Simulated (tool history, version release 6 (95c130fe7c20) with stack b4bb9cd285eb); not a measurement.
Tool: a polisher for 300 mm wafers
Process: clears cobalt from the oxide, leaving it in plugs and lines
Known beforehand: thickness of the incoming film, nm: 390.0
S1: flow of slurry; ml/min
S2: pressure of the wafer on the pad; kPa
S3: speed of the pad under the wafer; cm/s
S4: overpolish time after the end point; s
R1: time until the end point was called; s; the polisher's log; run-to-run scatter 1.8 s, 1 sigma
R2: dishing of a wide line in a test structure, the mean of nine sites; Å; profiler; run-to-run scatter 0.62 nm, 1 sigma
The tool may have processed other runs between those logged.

run	hour	S1	S2	S3	S4	R1	R2
1	0.0	175	13.1	90	14	93.412	420.96
2	5.1	175	13.1	90	18	96.235	512.44
3	10.2	175	15.2	90	18	82.985	555.73
4	15.6	175	17.2	90	18	73.360	585.79
5	19.4	175	17.2	102	18	64.075	647.49
6	20.5	175	15.2	100	17	74.371	548.87

Run 7, settings as shown, results not yet in. Your forecast:
7	24.9	175	13.1	98	16	?	?

{"run 7": {"R1": 85.708, "R2": 478.21}}
